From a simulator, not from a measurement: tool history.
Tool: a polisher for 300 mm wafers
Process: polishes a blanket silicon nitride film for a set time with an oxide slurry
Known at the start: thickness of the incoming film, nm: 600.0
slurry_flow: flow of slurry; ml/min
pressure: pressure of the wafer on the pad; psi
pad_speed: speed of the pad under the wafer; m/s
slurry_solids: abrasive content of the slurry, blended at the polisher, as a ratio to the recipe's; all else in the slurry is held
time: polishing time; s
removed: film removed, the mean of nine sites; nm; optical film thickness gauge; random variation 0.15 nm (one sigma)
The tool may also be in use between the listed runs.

run  hour  slurry_flow  pressure  pad_speed  slurry_solids  time  removed
  1   0.0          265       2.8       1.14            1.0    45   21.178
  2   7.1          265       2.6       1.14            1.0    45   19.880
  3  10.8          265       2.1       1.14            1.0    45   16.303
  4  13.5          210       2.1       1.14            1.0    45   15.594
  5  15.8          205       2.1       1.14            1.0    45   15.686
  6  22.3          205       2.1       1.30            1.0    45   17.565
  7  25.9          205       1.6       1.28            1.0    45   13.253

Run 8 comes next. What will it give?
  8  30.8          205       1.7       1.28            1.0    45        ?

removed: 13.699 nm

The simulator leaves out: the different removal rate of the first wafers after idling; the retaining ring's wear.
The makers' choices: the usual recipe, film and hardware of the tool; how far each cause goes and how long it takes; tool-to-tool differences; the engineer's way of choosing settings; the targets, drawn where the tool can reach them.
